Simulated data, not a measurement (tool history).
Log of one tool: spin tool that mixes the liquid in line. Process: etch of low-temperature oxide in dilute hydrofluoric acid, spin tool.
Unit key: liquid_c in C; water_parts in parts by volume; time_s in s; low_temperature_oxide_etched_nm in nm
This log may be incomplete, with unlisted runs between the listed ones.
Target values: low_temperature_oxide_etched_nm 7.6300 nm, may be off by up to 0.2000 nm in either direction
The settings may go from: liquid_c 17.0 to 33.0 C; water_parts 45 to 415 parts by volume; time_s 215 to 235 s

| run | hour | liquid_c | water_parts | time_s | low_temperature_oxide_etched_nm |
|---|---|---|---|---|---|
| 1 | 0.0 | 25.0 | 230 | 215 | 12.2700 |
| 2 | 7.0 | 25.0 | 295 | 215 | 8.9367 |
| 3 | 8.4 | 25.0 | 215 | 215 | 13.3170 |
| 4 | 14.8 | 28.5 | 215 | 215 | 15.0840 |
| 5 | 18.9 | 25.0 | 235 | 215 | 11.9420 |
| 6 | 27.8 | 28.5 | 235 | 215 | 13.3810 |
| 7 | 29.0 | 25.0 | 250 | 215 | 10.9690 |
| 8 | 36.5 | 22.5 | 255 | 215 | 9.8479 |

Below are 5 possible settings for the next run. Only one of them brings all results inside the allowed miss of their targets. Which is it?
| A | 44.0 | 23.5 | 305 | 215 | ? |
| B | 44.0 | 24.5 | 215 | 215 | ? |
| C | 44.0 | 21.5 | 315 | 215 | ? |
| D | 44.0 | 21.0 | 305 | 220 | ? |
| E | 44.0 | 23.0 | 330 | 215 | ? |

| move | low_temperature_oxide_etched_nm |
|---|---|
| A | 8.1328 |
| B | 13.0950 |
| C | 7.2712 |
| D | 7.6171 |
| E | 7.2152 |
A: nearer than the last run, and not there yet
B: lands further from the targets than the last run did
C: pushes the last run's worst result past its target
D: every result within its allowed miss
E: pushes the last run's worst result past its target
Correct choice: D, which meets every target

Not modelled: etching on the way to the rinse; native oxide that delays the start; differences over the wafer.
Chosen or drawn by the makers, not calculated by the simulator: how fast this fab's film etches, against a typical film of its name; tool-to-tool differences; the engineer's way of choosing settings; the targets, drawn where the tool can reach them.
